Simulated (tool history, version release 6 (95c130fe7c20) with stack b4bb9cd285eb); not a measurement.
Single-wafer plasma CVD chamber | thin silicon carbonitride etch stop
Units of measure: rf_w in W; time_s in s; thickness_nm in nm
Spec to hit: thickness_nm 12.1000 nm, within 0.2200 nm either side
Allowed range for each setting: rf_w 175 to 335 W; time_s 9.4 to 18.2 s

run 1 hour=0.0 | rf_w=255 time_s=13.8 | thickness_nm=9.3579
run 2 hour=1.5 | rf_w=235 time_s=13.8 | thickness_nm=9.0896
run 3 hour=5.0 | rf_w=245 time_s=14.1 | thickness_nm=9.4220
run 4 hour=9.9 | rf_w=255 time_s=14.4 | thickness_nm=9.7410
run 5 hour=11.9 | rf_w=255 time_s=16.1 | thickness_nm=10.8380
run 6 hour=15.1 | rf_w=285 time_s=16.1 | thickness_nm=11.2980
run 7 hour=16.3 | rf_w=290 time_s=16.1 | thickness_nm=11.3010
run 8 hour=20.7 | rf_w=295 time_s=16.2 | thickness_nm=11.4370

Of the 4 settings listed for the next run, only one would bring every result within its allowed miss of target. Which one?
run A hour=25.1 | rf_w=260 time_s=15.8 | thickness_nm=?
run B hour=25.1 | rf_w=320 time_s=16.6 | thickness_nm=?
run C hour=25.1 | rf_w=295 time_s=17.8 | thickness_nm=?
run D hour=25.1 | rf_w=305 time_s=16.3 | thickness_nm=?

move=A thickness_nm=10.7590
move=B thickness_nm=12.0480
move=C thickness_nm=12.6000
move=D thickness_nm=11.6570
A: its largest miss is bigger than the last run's
B: hits every target within its allowed miss
C: pushes the last run's worst result past its target
D: gains on the last run, yet a result remains outside its allowed miss
The right move is B.
